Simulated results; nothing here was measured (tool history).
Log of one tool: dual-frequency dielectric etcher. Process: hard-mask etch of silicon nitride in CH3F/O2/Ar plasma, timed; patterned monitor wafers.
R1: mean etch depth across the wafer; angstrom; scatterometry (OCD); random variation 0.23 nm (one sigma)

Run 1, hour 0.0: source power (W) 280, bias power (W) 56, etch time (s) 149.0. Result: R1 807.37 angstrom.
Run 2, hour 0.7: source power (W) 300, bias power (W) 56, etch time (s) 149.0. Result: R1 823.20 angstrom.
Run 3, hour 4.0: source power (W) 300, bias power (W) 56, etch time (s) 136.5. Result: R1 751.79 angstrom.
Run 4, hour 8.7: source power (W) 300, bias power (W) 56, etch time (s) 149.0. Result: R1 819.99 angstrom.
Run 5, hour 13.3: source power (W) 310, bias power (W) 58, etch time (s) 149.0. Result: R1 833.20 angstrom.
Run 6, hour 16.8: source power (W) 310, bias power (W) 58, etch time (s) 136.5. Result: R1 768.57 angstrom.
Run 7, hour 21.7: source power (W) 320, bias power (W) 61, etch time (s) 139.0. Result: R1 794.45 angstrom.
Run 8, hour 27.6: source power (W) 330, bias power (W) 63, etch time (s) 141.0. Result: R1 814.90 angstrom.

Run 9 comes next. What will it give?
Run 9, hour 36.4: source power (W) 330, bias power (W) 63, etch time (s) 141.0. Result: R1 ?.

{"run 9": {"R1": 823.13}}

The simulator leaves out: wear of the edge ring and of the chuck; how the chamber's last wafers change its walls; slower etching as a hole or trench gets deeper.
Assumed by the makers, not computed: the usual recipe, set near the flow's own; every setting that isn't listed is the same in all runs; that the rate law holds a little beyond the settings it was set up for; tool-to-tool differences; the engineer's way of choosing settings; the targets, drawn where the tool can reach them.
